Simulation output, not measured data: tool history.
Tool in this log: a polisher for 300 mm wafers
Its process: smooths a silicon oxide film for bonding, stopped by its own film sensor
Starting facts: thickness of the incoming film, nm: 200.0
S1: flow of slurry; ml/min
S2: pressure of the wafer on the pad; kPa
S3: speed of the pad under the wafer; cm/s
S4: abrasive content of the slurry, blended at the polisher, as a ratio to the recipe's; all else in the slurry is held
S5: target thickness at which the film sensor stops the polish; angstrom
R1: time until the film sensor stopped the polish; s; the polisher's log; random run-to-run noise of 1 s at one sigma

Run 1, hour 0: S1 175 ml/min, S2 12.4 kPa, S3 100 cm/s, S4 1, S5 1570 angstrom. Result: R1 68.043 s.
Run 2, hour 2.5: S1 175 ml/min, S2 11 kPa, S3 100 cm/s, S4 1, S5 1570 angstrom. Result: R1 69.465 s.
Run 3, hour 10.9: S1 175 ml/min, S2 13.1 kPa, S3 100 cm/s, S4 1, S5 1570 angstrom. Result: R1 63.714 s.
Run 4, hour 16: S1 175 ml/min, S2 13.1 kPa, S3 100 cm/s, S4 1, S5 1550 angstrom. Result: R1 66.98 s.
Run 5, hour 20.5: S1 175 ml/min, S2 13.1 kPa, S3 74 cm/s, S4 1, S5 1550 angstrom. Result: R1 86.524 s.
Run 6, hour 24.3: S1 140 ml/min, S2 13.1 kPa, S3 74 cm/s, S4 1, S5 1550 angstrom. Result: R1 89.51 s.
Run 7, hour 31.7: S1 140 ml/min, S2 14.5 kPa, S3 82 cm/s, S4 1, S5 1550 angstrom. Result: R1 72.987 s.
Run 8, hour 32.5: S1 140 ml/min, S2 15.9 kPa, S3 84 cm/s, S4 1, S5 1550 angstrom. Result: R1 68.379 s.
Run 9, hour 34.1: S1 140 ml/min, S2 16.5 kPa, S3 88 cm/s, S4 1, S5 1550 angstrom. Result: R1 64.741 s.
Run 10, hour 40.5: S1 140 ml/min, S2 17.2 kPa, S3 92 cm/s, S4 1, S5 1550 angstrom. Result: R1 60.855 s.

What will run 11 give?
Run 11, hour 44.3: S1 140 ml/min, S2 17.9 kPa, S3 96 cm/s, S4 1, S5 1550 angstrom. Result: R1 ?.

{"run 11": {"R1": 56.01}}

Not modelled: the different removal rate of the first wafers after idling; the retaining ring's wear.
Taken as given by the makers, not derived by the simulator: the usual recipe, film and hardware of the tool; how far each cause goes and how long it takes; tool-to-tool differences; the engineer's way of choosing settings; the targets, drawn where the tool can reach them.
